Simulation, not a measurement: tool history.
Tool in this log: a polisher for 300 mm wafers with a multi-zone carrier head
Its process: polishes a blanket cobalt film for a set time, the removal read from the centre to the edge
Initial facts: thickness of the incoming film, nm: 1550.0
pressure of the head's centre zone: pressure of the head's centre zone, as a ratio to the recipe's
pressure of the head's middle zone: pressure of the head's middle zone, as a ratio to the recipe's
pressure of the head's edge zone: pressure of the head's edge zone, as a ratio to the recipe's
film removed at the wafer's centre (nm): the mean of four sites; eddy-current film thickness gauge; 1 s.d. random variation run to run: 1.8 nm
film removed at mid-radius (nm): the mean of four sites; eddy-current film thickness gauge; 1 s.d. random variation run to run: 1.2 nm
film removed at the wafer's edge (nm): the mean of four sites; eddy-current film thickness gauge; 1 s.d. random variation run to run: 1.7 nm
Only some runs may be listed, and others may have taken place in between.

run    day  flow of slurry (ml/min)  pressure of the head's centre zone  pressure of the head's middle zone  pressure of the head's edge zone  polishing time (s)  film removed at the wafer's centre (nm)  film removed at mid-radius (nm)  film removed at the wafer's edge (nm)
  1  0.000                      170                                1.00                                1.00                              1.00                  63                                   144.03                           141.21                                 143.55
  2  0.271                      185                                0.99                                1.04                              1.05                  66                                   152.09                           154.49                                 155.08
  3  0.325                      195                                0.97                                1.07                              1.09                  68                                   153.29                           162.87                                 167.14
  4  0.679                      210                                0.97                                1.11                              1.10                  69                                   161.15                           172.68                                 171.29
  5  0.912                      210                                0.97                                1.11                              1.05                  69                                   161.44                           172.08                                 168.79
  6  1.108                      210                                0.92                                1.11                              1.05                  69                                   152.86                           173.17                                 164.07

Predict the results of run 7:
  7  1.233                      220                                0.93                                1.13                              1.08                  70                                        ?                                ?                                      ?

{"run 7": {"film removed at the wafer's centre (nm)": 158.15, "film removed at mid-radius (nm)": 178.78, "film removed at the wafer's edge (nm)": 170.06}}
